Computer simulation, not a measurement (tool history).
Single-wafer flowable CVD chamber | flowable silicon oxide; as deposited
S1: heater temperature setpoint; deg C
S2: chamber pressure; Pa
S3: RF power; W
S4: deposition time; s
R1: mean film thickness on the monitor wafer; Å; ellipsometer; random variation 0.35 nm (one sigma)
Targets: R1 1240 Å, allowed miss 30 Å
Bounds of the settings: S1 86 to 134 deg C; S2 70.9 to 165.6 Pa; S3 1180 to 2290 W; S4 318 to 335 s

Run 1, hour 0: S1 110 deg C, S2 118.3 Pa, S3 1735 W, S4 335 s. Result: R1 1549.4 Å.
Run 2, hour 7.1: S1 112 deg C, S2 118.1 Pa, S3 1735 W, S4 335 s. Result: R1 1465.7 Å.
Run 3, hour 10.5: S1 112 deg C, S2 118.1 Pa, S3 1915 W, S4 335 s. Result: R1 1503.5 Å.
Run 4, hour 15.6: S1 114 deg C, S2 118.1 Pa, S3 1915 W, S4 335 s. Result: R1 1425.3 Å.
Run 5, hour 22.9: S1 115 deg C, S2 118.1 Pa, S3 1915 W, S4 335 s. Result: R1 1385.7 Å.
Run 6, hour 26.9: S1 116 deg C, S2 118.1 Pa, S3 1915 W, S4 335 s. Result: R1 1347.2 Å.
Run 7, hour 35.9: S1 117 deg C, S2 118.1 Pa, S3 1915 W, S4 335 s. Result: R1 1314.2 Å.
Run 8, hour 37.4: S1 118 deg C, S2 118.1 Pa, S3 1915 W, S4 335 s. Result: R1 1276.7 Å.

Which of these 4 next moves meets every target?
Run A, hour 38.9: S1 118 deg C, S2 125.5 Pa, S3 1945 W, S4 335 s. Result: R1 ?.
Run B, hour 38.9: S1 117 deg C, S2 116.3 Pa, S3 2000 W, S4 333 s. Result: R1 ?.
Run C, hour 38.9: S1 116 deg C, S2 111.6 Pa, S3 2090 W, S4 320 s. Result: R1 ?.
Run D, hour 38.9: S1 113 deg C, S2 113.3 Pa, S3 1955 W, S4 318 s. Result: R1 ?.

move      R1
   A  1365.9
   B  1304.6
   C  1247.9
   D  1347.5
A: further off than the last run
B: further off than the last run
C: meets every target
D: further off than the last run
The right move is C.
